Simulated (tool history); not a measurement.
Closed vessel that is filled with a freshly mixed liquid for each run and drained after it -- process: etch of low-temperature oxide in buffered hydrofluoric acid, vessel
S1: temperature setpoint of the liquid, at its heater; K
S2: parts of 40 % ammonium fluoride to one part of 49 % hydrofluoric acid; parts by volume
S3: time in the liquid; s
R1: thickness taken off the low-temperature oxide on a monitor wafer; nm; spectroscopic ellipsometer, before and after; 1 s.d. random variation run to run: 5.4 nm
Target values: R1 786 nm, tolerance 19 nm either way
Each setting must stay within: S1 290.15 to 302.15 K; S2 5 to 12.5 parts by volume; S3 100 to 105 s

run    day      S1   S2   S3      R1
  1      0  294.15  7.5  100  643.27
  2  0.183  294.15  7.5  100  649.03
  3  0.271  290.65  7.5  100   536.9
  4  0.346  290.15  7.5  100  514.52
  5  0.421  292.65  7.5  100  584.96
  6    0.6  292.65  7.5  105  635.38
  7  0.883  293.15  7.5  105   639.7
  8  1.004  293.65  7.5  105  661.98
  9  1.279  294.15  7.5  105  676.33
 10    1.6  294.65  7.5  105  696.45
 11  1.633  295.15  7.5  105   705.9
 12    1.8  297.65  7.5  105  816.34

Which one of the following 4 next-run settings gets every result inside its allowed miss? There is exactly one.
  A  1.967  297.65    7  100   ?
  B  1.967  300.15    8  105   ?
  C  1.967  299.15    8  100   ?
  D  1.967  301.15  8.5  105   ?

move      R1
   A  844.46
   B  878.21
   C  792.75
   D  867.38
A: the biggest miss grows against the last run
B: the biggest miss grows against the last run
C: every result within its allowed miss
D: the biggest miss grows against the last run
Move C is the one to make.
